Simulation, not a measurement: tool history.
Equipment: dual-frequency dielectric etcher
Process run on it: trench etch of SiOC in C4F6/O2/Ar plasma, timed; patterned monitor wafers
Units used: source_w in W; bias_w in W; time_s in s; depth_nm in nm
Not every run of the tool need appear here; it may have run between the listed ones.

Run 1, hour 0: source_w 280 W, bias_w 217 W, time_s 19 s. Result: depth_nm 33.337 nm.
Run 2, hour 2.4: source_w 280 W, bias_w 200 W, time_s 19 s. Result: depth_nm 32.761 nm.
Run 3, hour 5.8: source_w 280 W, bias_w 200 W, time_s 20 s. Result: depth_nm 34.575 nm.
Run 4, hour 13.4: source_w 260 W, bias_w 192 W, time_s 20 s. Result: depth_nm 33.24 nm.
Run 5, hour 15: source_w 240 W, bias_w 188 W, time_s 20 s. Result: depth_nm 31.797 nm.
Run 6, hour 19.5: source_w 230 W, bias_w 187 W, time_s 20 s. Result: depth_nm 31.379 nm.
Run 7, hour 24.4: source_w 220 W, bias_w 186 W, time_s 20 s. Result: depth_nm 30.715 nm.
Run 8, hour 29.4: source_w 210 W, bias_w 185 W, time_s 20 s. Result: depth_nm 30.112 nm.

Run 9 has not been measured yet. What should we expect?
Run 9, hour 33.2: source_w 200 W, bias_w 184 W, time_s 20 s. Result: depth_nm ?.

depth_nm: 29.519 nm
